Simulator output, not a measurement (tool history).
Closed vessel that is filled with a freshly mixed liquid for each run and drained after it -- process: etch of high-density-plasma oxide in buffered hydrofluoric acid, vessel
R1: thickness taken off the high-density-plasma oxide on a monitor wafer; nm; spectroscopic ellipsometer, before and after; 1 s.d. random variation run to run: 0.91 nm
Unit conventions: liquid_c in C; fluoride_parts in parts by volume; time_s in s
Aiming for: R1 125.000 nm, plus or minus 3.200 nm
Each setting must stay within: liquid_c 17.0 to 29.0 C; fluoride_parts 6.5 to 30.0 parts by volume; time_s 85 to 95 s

Run 1, hour 0.0: liquid_c 21.0 C, fluoride_parts 18.5 parts by volume, time_s 85 s. Result: R1 70.851 nm.
Run 2, hour 8.7: liquid_c 21.0 C, fluoride_parts 18.5 parts by volume, time_s 85 s. Result: R1 69.687 nm.
Run 3, hour 9.8: liquid_c 21.0 C, fluoride_parts 20.5 parts by volume, time_s 85 s. Result: R1 63.569 nm.
Run 4, hour 18.7: liquid_c 23.5 C, fluoride_parts 19.0 parts by volume, time_s 85 s. Result: R1 78.852 nm.
Run 5, hour 21.0: liquid_c 21.5 C, fluoride_parts 19.0 parts by volume, time_s 85 s. Result: R1 70.547 nm.
Run 6, hour 23.9: liquid_c 21.5 C, fluoride_parts 19.0 parts by volume, time_s 95 s. Result: R1 78.190 nm.
Run 7, hour 29.7: liquid_c 24.0 C, fluoride_parts 18.5 parts by volume, time_s 95 s. Result: R1 93.435 nm.
Run 8, hour 30.9: liquid_c 25.5 C, fluoride_parts 18.5 parts by volume, time_s 95 s. Result: R1 99.672 nm.
Run 9, hour 35.8: liquid_c 25.5 C, fluoride_parts 18.5 parts by volume, time_s 95 s. Result: R1 98.928 nm.
Run 10, hour 43.1: liquid_c 26.5 C, fluoride_parts 18.0 parts by volume, time_s 95 s. Result: R1 109.600 nm.
Run 11, hour 51.8: liquid_c 27.5 C, fluoride_parts 18.0 parts by volume, time_s 95 s. Result: R1 114.710 nm.
Run 12, hour 56.7: liquid_c 28.0 C, fluoride_parts 18.0 parts by volume, time_s 95 s. Result: R1 116.980 nm.

Which of these 5 next moves meets every target?
Run A, hour 61.6: liquid_c 29.0 C, fluoride_parts 20.0 parts by volume, time_s 95 s. Result: R1 ?.
Run B, hour 61.6: liquid_c 27.5 C, fluoride_parts 18.0 parts by volume, time_s 95 s. Result: R1 ?.
Run C, hour 61.6: liquid_c 27.0 C, fluoride_parts 16.5 parts by volume, time_s 85 s. Result: R1 ?.
Run D, hour 61.6: liquid_c 28.0 C, fluoride_parts 17.0 parts by volume, time_s 95 s. Result: R1 ?.
Run E, hour 61.6: liquid_c 28.5 C, fluoride_parts 18.0 parts by volume, time_s 85 s. Result: R1 ?.

move       R1
   A  111.250
   B  113.920
   C  108.100
   D  123.770
   E  107.510
A: moves away from the targets compared with the last run
B: moves away from the targets compared with the last run
C: moves away from the targets compared with the last run
D: every result within its allowed miss
E: moves away from the targets compared with the last run
Go with D: it meets all targets.
